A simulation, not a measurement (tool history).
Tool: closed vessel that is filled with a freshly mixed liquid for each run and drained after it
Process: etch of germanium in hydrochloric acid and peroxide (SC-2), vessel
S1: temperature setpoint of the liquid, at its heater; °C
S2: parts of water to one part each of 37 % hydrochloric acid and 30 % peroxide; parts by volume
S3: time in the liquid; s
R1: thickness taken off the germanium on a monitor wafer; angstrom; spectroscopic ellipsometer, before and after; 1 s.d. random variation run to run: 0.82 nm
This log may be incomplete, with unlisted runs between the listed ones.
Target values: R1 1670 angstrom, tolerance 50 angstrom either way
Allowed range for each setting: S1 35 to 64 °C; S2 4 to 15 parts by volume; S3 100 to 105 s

run	hour	S1	S2	S3	R1
1	0	48	8.5	100	2396.2
2	7.2	44.5	8.5	100	2143.9
3	14.5	44.5	11	100	2091.6
4	22.6	42	11	100	1937.9
5	27.9	42	11	100	1916
6	35.4	40.5	11	100	1845.5
7	36.9	39.5	11	100	1786.5
8	45.3	39.5	11	100	1796.8

Next run, 5 choices. One meets every target within its allowed miss, the rest don't. Which?
A	53.7	39.5	8.5	100	?
B	53.7	38.5	13.5	100	?
C	53.7	43.5	15	100	?
D	53.7	43	15	105	?
E	53.7	40.5	15	105	?

move	R1
A	1822.8
B	1691.9
C	1968.2
D	2033.4
E	1874
A: moves away from the targets compared with the last run
B: all results land within tolerance of their targets
C: moves away from the targets compared with the last run
D: moves away from the targets compared with the last run
E: moves away from the targets compared with the last run
Go with B: it meets all targets.
